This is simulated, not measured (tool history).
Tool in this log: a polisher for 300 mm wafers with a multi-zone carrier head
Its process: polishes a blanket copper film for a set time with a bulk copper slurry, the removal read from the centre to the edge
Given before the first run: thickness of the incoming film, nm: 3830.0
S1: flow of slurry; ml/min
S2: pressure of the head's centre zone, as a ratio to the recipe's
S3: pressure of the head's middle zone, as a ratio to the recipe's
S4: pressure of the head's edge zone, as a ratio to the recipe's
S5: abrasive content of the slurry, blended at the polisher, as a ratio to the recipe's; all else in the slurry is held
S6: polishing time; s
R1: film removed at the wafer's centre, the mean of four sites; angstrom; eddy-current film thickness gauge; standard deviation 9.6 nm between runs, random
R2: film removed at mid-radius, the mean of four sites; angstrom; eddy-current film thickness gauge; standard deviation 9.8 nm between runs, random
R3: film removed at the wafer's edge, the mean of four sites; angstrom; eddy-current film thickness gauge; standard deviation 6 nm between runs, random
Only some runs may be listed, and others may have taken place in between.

{"run": 1, "hour": 0.0, "S1": 135, "S2": 1, "S3": 1, "S4": 1, "S5": 1, "S6": 78, "R1": 12644, "R2": 12536, "R3": 12839}
{"run": 2, "hour": 6.4, "S1": 115, "S2": 1, "S3": 1, "S4": 1, "S5": 1, "S6": 78, "R1": 12242, "R2": 12318, "R3": 12301}
{"run": 3, "hour": 10.4, "S1": 140, "S2": 1, "S3": 1, "S4": 1, "S5": 1, "S6": 78, "R1": 13136, "R2": 12722, "R3": 12798}
{"run": 4, "hour": 19.1, "S1": 130, "S2": 0.98, "S3": 0.97, "S4": 1, "S5": 0.9, "S6": 74, "R1": 11787, "R2": 11351, "R3": 11587}
{"run": 5, "hour": 26.6, "S1": 140, "S2": 0.98, "S3": 0.97, "S4": 1, "S5": 0.9, "S6": 74, "R1": 11954, "R2": 11448, "R3": 12010}
{"run": 6, "hour": 28.4, "S1": 140, "S2": 0.98, "S3": 0.97, "S4": 1, "S5": 0.9, "S6": 58, "R1": 9090.1, "R2": 8944.6, "R3": 9413.7}
{"run": 7, "hour": 34.5, "S1": 135, "S2": 0.95, "S3": 0.94, "S4": 1.01, "S5": 0.85, "S6": 57, "R1": 8578.9, "R2": 8492.8, "R3": 9079.4}
{"run": 8, "hour": 38.6, "S1": 130, "S2": 0.93, "S3": 0.92, "S4": 1.02, "S5": 0.8, "S6": 57, "R1": 8352.5, "R2": 8184.2, "R3": 8782}
{"run": 9, "hour": 39.2, "S1": 125, "S2": 0.91, "S3": 0.9, "S4": 1.04, "S5": 0.8, "S6": 57, "R1": 7989.8, "R2": 7603.3, "R3": 8951.6}
{"run": 10, "hour": 45.9, "S1": 120, "S2": 0.9, "S3": 0.89, "S4": 1.03, "S5": 0.8, "S6": 57, "R1": 7837.1, "R2": 7716, "R3": 8879.5}
{"run": 11, "hour": 51.7, "S1": 115, "S2": 0.89, "S3": 0.88, "S4": 1.03, "S5": 0.75, "S6": 57, "R1": 7433.8, "R2": 7244.8, "R3": 8618.2}
{"run": 12, "hour": 58.9, "S1": 110, "S2": 0.89, "S3": 0.88, "S4": 1.02, "S5": 0.75, "S6": 57, "R1": 7369.8, "R2": 7390.1, "R3": 8514}
{"run": 13, "hour": 66.2, "S1": 105, "S2": 0.89, "S3": 0.87, "S4": 1.02, "S5": 0.75, "S6": 57, "R1": 7339.6, "R2": 7157.8, "R3": 8574.4}
{"run": 14, "hour": 67.9, "S1": 105, "S2": 0.89, "S3": 0.87, "S4": 1.02, "S5": 0.75, "S6": 57, "R1": 7461.5, "R2": 7318.6, "R3": 8417.6}

Estimate the outcome of run 15 from the log above:
{"run": 15, "hour": 73.4, "S1": 85, "S2": 0.85, "S3": 0.83, "S4": 0.99, "S5": 0.65, "S6": 57, "R1": "?", "R2": "?", "R3": "?"}

R1: 6248.3 angstrom
R2: 6305 angstrom
R3: 7713.9 angstrom
